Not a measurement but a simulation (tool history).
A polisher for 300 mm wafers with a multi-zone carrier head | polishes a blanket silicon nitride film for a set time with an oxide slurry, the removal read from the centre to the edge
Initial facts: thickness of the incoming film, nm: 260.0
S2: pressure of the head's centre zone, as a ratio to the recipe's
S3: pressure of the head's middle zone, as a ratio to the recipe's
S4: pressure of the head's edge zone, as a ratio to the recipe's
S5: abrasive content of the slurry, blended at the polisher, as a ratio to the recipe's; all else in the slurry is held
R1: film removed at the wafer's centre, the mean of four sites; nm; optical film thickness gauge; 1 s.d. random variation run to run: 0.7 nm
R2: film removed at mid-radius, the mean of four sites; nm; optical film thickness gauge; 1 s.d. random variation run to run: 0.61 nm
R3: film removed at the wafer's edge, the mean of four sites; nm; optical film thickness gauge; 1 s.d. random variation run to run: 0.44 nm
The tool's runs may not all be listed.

Run 1, hour 0: flow of slurry (ml/min) 120, S2 1, S3 1, S4 1, S5 1, polishing time (s) 48. Result: R1 41.35 nm, R2 41.573 nm, R3 40.533 nm.
Run 2, hour 4.3: flow of slurry (ml/min) 120, S2 1, S3 1, S4 1, S5 1, polishing time (s) 38. Result: R1 31.478 nm, R2 33.711 nm, R3 32.902 nm.
Run 3, hour 6.4: flow of slurry (ml/min) 120, S2 1.05, S3 1, S4 1, S5 1, polishing time (s) 38. Result: R1 33.794 nm, R2 32.571 nm, R3 32.576 nm.
Run 4, hour 13.2: flow of slurry (ml/min) 135, S2 1.07, S3 1.03, S4 1.04, S5 1.15, polishing time (s) 40. Result: R1 39.704 nm, R2 38.962 nm, R3 37.498 nm.
Run 5, hour 14.7: flow of slurry (ml/min) 140, S2 1.09, S3 1.03, S4 1.07, S5 1.25, polishing time (s) 42. Result: R1 45.255 nm, R2 43.625 nm, R3 41.431 nm.
Run 6, hour 18.2: flow of slurry (ml/min) 145, S2 1.1, S3 1.02, S4 1.1, S5 1.3, polishing time (s) 43. Result: R1 47.67 nm, R2 44.785 nm, R3 44.991 nm.

What does the tool deliver on the next run?
Run 7, hour 20.8: flow of slurry (ml/min) 175, S2 1.19, S3 1.11, S4 1.13, S5 1.5, polishing time (s) 44. Result: R1 ?, R2 ?, R3 ?.

R1: 57.706 nm
R2: 52.59 nm
R3: 50.641 nm
